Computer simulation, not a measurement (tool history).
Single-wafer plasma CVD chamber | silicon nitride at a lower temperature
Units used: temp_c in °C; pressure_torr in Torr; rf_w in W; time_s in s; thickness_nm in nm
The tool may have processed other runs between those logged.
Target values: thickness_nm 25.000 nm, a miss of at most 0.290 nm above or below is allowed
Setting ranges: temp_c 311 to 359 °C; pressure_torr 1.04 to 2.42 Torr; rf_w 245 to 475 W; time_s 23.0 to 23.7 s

run,hour,temp_c,pressure_torr,rf_w,time_s,thickness_nm
1,0.0,335,1.73,360,23.0,30.096
2,1.2,335,1.67,355,23.0,29.536
3,9.9,342,1.67,355,23.0,29.401
4,10.5,347,1.67,355,23.0,29.337
5,13.8,355,1.67,355,23.0,29.375
6,21.1,355,1.67,355,23.0,29.299
7,25.2,355,1.61,350,23.0,28.815
8,29.6,355,1.56,345,23.0,28.221
9,32.4,355,1.51,345,23.0,27.771
10,36.2,355,1.47,345,23.0,27.565
11,40.5,355,1.43,345,23.0,27.434
12,44.0,355,1.39,345,23.0,26.948
13,46.4,355,1.36,345,23.0,26.811
14,54.5,355,1.33,345,23.0,26.563
15,61.0,355,1.33,345,23.0,26.525
16,68.5,355,1.04,335,23.0,23.449
17,74.6,355,1.06,335,23.0,23.757
18,77.0,355,1.08,335,23.0,23.983
19,79.7,355,1.09,335,23.0,23.955
20,84.4,355,1.10,335,23.0,24.173
21,90.9,355,1.11,335,23.0,24.159
22,95.9,355,1.12,335,23.0,24.288

4 candidate next runs follow, results not yet known. Just one meets every target within its allowed miss. Identify it.
A,100.9,349,1.06,340,23.3,?
B,100.9,352,1.06,345,23.7,?
C,100.9,352,1.16,355,23.0,?
D,100.9,355,1.12,330,23.4,?

move,thickness_nm
A,24.312
B,24.936
C,25.634
D,24.482
A: roughly where the last run was
B: each result inside its tolerance
C: the result that was furthest off in the last run now lies on the other side of its target
D: closer than the last run, but not yet in spec
Correct choice: B, which meets every target
